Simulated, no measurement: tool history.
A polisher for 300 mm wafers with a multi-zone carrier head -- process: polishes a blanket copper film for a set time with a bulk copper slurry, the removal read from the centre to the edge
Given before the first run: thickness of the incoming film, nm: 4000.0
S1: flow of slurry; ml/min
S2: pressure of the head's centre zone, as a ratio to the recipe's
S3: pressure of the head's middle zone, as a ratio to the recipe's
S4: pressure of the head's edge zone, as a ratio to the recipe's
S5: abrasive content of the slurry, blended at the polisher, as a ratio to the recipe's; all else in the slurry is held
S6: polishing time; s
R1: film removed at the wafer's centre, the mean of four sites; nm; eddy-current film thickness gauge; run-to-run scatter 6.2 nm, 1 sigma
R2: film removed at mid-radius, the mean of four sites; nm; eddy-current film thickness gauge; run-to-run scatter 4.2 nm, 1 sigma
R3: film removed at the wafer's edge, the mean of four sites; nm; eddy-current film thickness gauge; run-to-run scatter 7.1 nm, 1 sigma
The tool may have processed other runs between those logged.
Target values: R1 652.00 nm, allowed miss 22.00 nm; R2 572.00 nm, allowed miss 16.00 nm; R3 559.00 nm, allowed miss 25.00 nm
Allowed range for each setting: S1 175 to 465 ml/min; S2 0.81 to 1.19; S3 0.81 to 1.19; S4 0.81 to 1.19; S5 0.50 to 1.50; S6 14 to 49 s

| run | day | S1 | S2 | S3 | S4 | S5 | S6 | R1 | R2 | R3 |
|---|---|---|---|---|---|---|---|---|---|---|
| 1 | 0.000 | 295 | 1.00 | 1.00 | 1.00 | 1.00 | 31 | 464.04 | 435.47 | 451.49 |
| 2 | 0.154 | 295 | 1.00 | 1.00 | 1.04 | 1.00 | 31 | 456.18 | 442.17 | 455.61 |
| 3 | 0.458 | 295 | 1.00 | 1.00 | 1.09 | 1.00 | 31 | 457.81 | 435.90 | 466.48 |
| 4 | 0.608 | 295 | 1.00 | 1.06 | 1.09 | 1.00 | 31 | 458.18 | 469.17 | 474.01 |
| 5 | 0.667 | 300 | 1.02 | 1.07 | 1.09 | 1.05 | 31 | 471.01 | 472.81 | 472.07 |
| 6 | 0.917 | 300 | 0.96 | 1.07 | 1.09 | 1.05 | 31 | 442.37 | 474.78 | 477.03 |
| 7 | 1.279 | 305 | 0.99 | 1.07 | 1.10 | 1.10 | 31 | 458.56 | 482.68 | 464.91 |
| 8 | 1.604 | 300 | 1.01 | 1.07 | 1.10 | 1.10 | 32 | 485.52 | 493.48 | 492.47 |
| 9 | 1.812 | 300 | 1.03 | 1.07 | 1.10 | 1.15 | 32 | 503.40 | 504.49 | 510.82 |
| 10 | 2.075 | 305 | 1.05 | 1.08 | 1.09 | 1.15 | 32 | 513.38 | 501.36 | 509.16 |
| 11 | 2.288 | 310 | 1.07 | 1.09 | 1.08 | 1.20 | 32 | 535.40 | 512.32 | 491.35 |
| 12 | 2.367 | 305 | 1.08 | 1.09 | 1.09 | 1.25 | 32 | 546.45 | 517.04 | 514.22 |
| 13 | 2.542 | 305 | 1.09 | 1.10 | 1.09 | 1.30 | 32 | 544.44 | 530.91 | 519.35 |

Exercise: of the 5 proposed moves below, exactly one satisfies all targets within the stated allowed misses. Which move is it?
| A | 2.717 | 305 | 1.17 | 1.04 | 1.11 | 1.50 | 38 | ? | ? | ? |
| B | 2.717 | 385 | 1.17 | 1.07 | 1.07 | 1.10 | 36 | ? | ? | ? |
| C | 2.717 | 460 | 1.19 | 1.19 | 0.86 | 1.15 | 35 | ? | ? | ? |
| D | 2.717 | 270 | 1.11 | 1.01 | 1.06 | 1.30 | 40 | ? | ? | ? |
| E | 2.717 | 360 | 1.16 | 1.17 | 1.04 | 1.30 | 35 | ? | ? | ? |

| move | R1 | R2 | R3 |
|---|---|---|---|
| A | 721.91 | 617.02 | 630.62 |
| B | 646.10 | 564.70 | 550.73 |
| C | 653.23 | 614.66 | 491.24 |
| D | 691.93 | 606.83 | 622.60 |
| E | 645.95 | 614.39 | 546.95 |
A: moves the result that the last run missed by most past its target, out the other side
B: every result within its allowed miss
C: corrects the largest miss of the last run, while another result sits out of spec
D: moves the result that the last run missed by most past its target, out the other side
E: corrects the largest miss of the last run, while another result sits out of spec
The right move is B.

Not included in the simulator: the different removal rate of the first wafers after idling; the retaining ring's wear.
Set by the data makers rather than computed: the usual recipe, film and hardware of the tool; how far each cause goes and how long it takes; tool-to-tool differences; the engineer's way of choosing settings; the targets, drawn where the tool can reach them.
